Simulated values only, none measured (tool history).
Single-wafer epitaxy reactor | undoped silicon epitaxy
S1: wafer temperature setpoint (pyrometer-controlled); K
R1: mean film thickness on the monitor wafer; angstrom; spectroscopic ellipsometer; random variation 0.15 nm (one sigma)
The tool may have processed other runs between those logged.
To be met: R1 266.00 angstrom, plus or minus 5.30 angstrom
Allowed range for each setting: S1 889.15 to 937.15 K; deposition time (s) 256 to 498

Run 1, day 0.000: S1 913.15 K, deposition time (s) 377. Result: R1 566.65 angstrom.
Run 2, day 0.217: S1 908.15 K, deposition time (s) 360. Result: R1 491.88 angstrom.
Run 3, day 0.496: S1 917.15 K, deposition time (s) 360. Result: R1 584.39 angstrom.
Run 4, day 0.621: S1 911.15 K, deposition time (s) 342. Result: R1 494.15 angstrom.
Run 5, day 0.979: S1 907.15 K, deposition time (s) 329. Result: R1 442.26 angstrom.
Run 6, day 1.062: S1 907.15 K, deposition time (s) 367. Result: R1 494.36 angstrom.
Run 7, day 1.338: S1 903.15 K, deposition time (s) 347. Result: R1 432.41 angstrom.
Run 8, day 1.475: S1 891.15 K, deposition time (s) 287. Result: R1 281.42 angstrom.

Exactly one of the 4 candidate moves below puts every result within its allowed miss. Which one?
Run A, day 1.612: S1 889.15 K, deposition time (s) 267. Result: R1 ?.
Run B, day 1.612: S1 889.15 K, deposition time (s) 272. Result: R1 ?.
Run C, day 1.612: S1 894.15 K, deposition time (s) 256. Result: R1 ?.
Run D, day 1.612: S1 891.15 K, deposition time (s) 256. Result: R1 ?.

move      R1
   A  248.69
   B  253.35
   C  263.81
   D  248.31
A: takes the result that was furthest off past its target
B: takes the result that was furthest off past its target
C: each result inside its tolerance
D: takes the result that was furthest off past its target
Answer: C

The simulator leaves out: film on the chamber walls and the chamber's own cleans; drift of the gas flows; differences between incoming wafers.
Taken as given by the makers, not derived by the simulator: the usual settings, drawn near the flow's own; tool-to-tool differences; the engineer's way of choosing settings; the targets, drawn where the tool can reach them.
